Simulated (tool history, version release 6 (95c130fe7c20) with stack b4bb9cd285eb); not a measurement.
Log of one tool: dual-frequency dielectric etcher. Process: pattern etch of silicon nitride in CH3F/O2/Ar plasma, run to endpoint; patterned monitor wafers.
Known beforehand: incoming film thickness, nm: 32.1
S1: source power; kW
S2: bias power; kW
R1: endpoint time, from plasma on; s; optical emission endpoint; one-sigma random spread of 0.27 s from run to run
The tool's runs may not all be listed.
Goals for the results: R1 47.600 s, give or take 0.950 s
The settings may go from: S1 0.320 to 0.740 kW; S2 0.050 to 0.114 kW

run	hour	S1	S2	R1
1	0.0	0.530	0.082	38.703
2	1.0	0.610	0.082	37.199
3	9.5	0.610	0.075	37.881
4	18.3	0.580	0.075	38.765
5	22.0	0.520	0.075	40.769
6	28.7	0.520	0.085	38.815
7	37.7	0.470	0.080	41.734
8	44.3	0.470	0.080	41.382
9	46.4	0.370	0.068	48.690

Exercise: of the 4 proposed moves below, exactly one satisfies all targets within the stated allowed misses. Which move is it?
A	48.5	0.350	0.081	?
B	48.5	0.350	0.069	?
C	48.5	0.360	0.063	?
D	48.5	0.340	0.069	?

move	R1
A	47.775
B	50.290
C	51.023
D	51.000
A: hits every target within its allowed miss
B: moves away from the targets compared with the last run
C: moves away from the targets compared with the last run
D: moves away from the targets compared with the last run
Correct choice: A, which meets every target

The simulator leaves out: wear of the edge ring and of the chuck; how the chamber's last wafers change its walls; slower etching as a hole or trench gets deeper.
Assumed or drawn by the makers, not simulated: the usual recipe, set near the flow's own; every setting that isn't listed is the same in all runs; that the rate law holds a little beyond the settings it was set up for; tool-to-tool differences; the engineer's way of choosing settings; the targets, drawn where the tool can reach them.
